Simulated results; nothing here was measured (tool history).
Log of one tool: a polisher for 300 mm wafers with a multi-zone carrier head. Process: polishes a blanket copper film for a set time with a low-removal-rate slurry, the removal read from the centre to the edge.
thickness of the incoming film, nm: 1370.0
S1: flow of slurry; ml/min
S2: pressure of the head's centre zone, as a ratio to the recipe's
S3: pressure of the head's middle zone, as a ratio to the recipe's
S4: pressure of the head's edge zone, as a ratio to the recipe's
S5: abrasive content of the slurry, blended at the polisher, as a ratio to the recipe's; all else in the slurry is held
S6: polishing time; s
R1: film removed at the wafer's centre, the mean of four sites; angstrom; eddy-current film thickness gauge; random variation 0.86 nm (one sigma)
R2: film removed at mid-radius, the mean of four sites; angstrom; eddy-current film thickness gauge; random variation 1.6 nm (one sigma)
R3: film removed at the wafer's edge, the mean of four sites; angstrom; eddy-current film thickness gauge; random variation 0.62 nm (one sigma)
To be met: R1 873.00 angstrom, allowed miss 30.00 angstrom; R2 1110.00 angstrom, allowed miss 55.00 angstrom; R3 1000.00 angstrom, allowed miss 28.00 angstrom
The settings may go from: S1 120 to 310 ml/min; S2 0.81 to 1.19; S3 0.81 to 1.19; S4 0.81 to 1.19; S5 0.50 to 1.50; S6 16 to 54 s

run	hour	S1	S2	S3	S4	S5	S6	R1	R2	R3
1	0.0	200	1.00	1.00	1.00	1.00	35	1301.80	1411.80	1396.00
2	8.8	200	1.04	1.00	1.00	1.00	35	1361.30	1396.10	1398.00
3	9.8	175	1.04	1.00	1.00	1.00	35	1332.50	1364.10	1398.70
4	11.0	180	1.02	1.00	0.98	0.90	34	1250.00	1288.10	1316.80
5	15.6	180	1.02	0.96	0.98	0.90	34	1265.40	1254.00	1313.10
# hour 23.4: centre zone pressure recalibrated
6	23.4	180	1.02	0.96	1.04	0.90	34	1339.00	1246.50	1356.60
7	28.8	185	1.01	0.97	1.01	0.85	33	1277.60	1230.50	1289.10
8	31.0	155	0.91	1.02	0.91	0.60	29	964.01	1068.60	1001.40

4 next moves are on the table. One of them brings every result within its allowed miss. Which?
A	33.2	140	0.83	1.02	0.96	0.75	30	?	?	?
B	33.2	180	0.93	0.98	0.85	0.60	28	?	?	?
C	33.2	120	0.85	1.14	0.96	0.75	28	?	?	?
D	33.2	125	0.89	1.12	0.81	1.10	26	?	?	?

move	R1	R2	R3
A	952.04	1120.90	1084.80
B	964.06	999.51	940.74
C	890.68	1132.90	999.80
D	921.49	1112.70	922.12
A: as far off as the last run
B: as far off as the last run
C: meets every target
D: nearer than the last run, and not there yet
Answer: C
